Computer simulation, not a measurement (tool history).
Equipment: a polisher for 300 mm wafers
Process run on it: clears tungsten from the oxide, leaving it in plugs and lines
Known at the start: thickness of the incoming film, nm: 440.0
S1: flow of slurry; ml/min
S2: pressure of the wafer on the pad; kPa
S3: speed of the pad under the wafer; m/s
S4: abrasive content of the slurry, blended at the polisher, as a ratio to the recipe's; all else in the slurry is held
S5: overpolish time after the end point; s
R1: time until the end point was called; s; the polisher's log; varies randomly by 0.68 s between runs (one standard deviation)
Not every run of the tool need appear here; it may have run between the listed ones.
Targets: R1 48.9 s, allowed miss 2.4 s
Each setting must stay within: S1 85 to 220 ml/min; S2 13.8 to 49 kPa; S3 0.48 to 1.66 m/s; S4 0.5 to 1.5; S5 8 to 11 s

| run | hour | S1 | S2 | S3 | S4 | S5 | R1 |
|---|---|---|---|---|---|---|---|
| 1 | 0 | 140 | 31 | 1.06 | 1 | 11 | 75.812 |
| 2 | 0.8 | 140 | 31 | 1.06 | 1 | 11 | 76.841 |
| 3 | 1.7 | 140 | 31 | 1.06 | 1 | 8 | 76.673 |
| 4 | 3.4 | 160 | 31 | 1.06 | 1 | 8 | 75.646 |
| 5 | 11.6 | 160 | 31 | 1.18 | 1 | 8 | 66.885 |
| 6 | 15.9 | 160 | 31 | 1.18 | 0.85 | 8 | 71.297 |
| 7 | 24.5 | 165 | 40 | 1.22 | 0.85 | 8 | 56.225 |
| 8 | 27.6 | 165 | 41.4 | 1.22 | 0.85 | 8 | 55.487 |
| 9 | 33.4 | 165 | 42.7 | 1.22 | 0.85 | 8 | 55.186 |
| 10 | 38.5 | 165 | 44.1 | 1.22 | 0.85 | 8 | 53.238 |
| 11 | 41.8 | 165 | 44.8 | 1.22 | 0.85 | 8 | 53.732 |
| 12 | 43.3 | 165 | 45.5 | 1.22 | 0.85 | 8 | 51.725 |
| 13 | 45.4 | 165 | 46.2 | 1.22 | 0.85 | 8 | 52.33 |

4 next moves are on the table. One of them brings every result within its allowed miss. Which?
| A | 47.5 | 150 | 47.6 | 1.5 | 0.65 | 8 | ? |
| B | 47.5 | 190 | 49 | 1.36 | 0.9 | 8 | ? |
| C | 47.5 | 105 | 49 | 1.48 | 1.05 | 11 | ? |
| D | 47.5 | 205 | 42.7 | 1.4 | 0.7 | 8 | ? |

| move | R1 |
|---|---|
| A | 44.387 |
| B | 42.594 |
| C | 42.89 |
| D | 47.892 |
A: pushes the last run's worst result past its target
B: pushes the last run's worst result past its target
C: pushes the last run's worst result past its target
D: all results in spec
Move D is the one to make.

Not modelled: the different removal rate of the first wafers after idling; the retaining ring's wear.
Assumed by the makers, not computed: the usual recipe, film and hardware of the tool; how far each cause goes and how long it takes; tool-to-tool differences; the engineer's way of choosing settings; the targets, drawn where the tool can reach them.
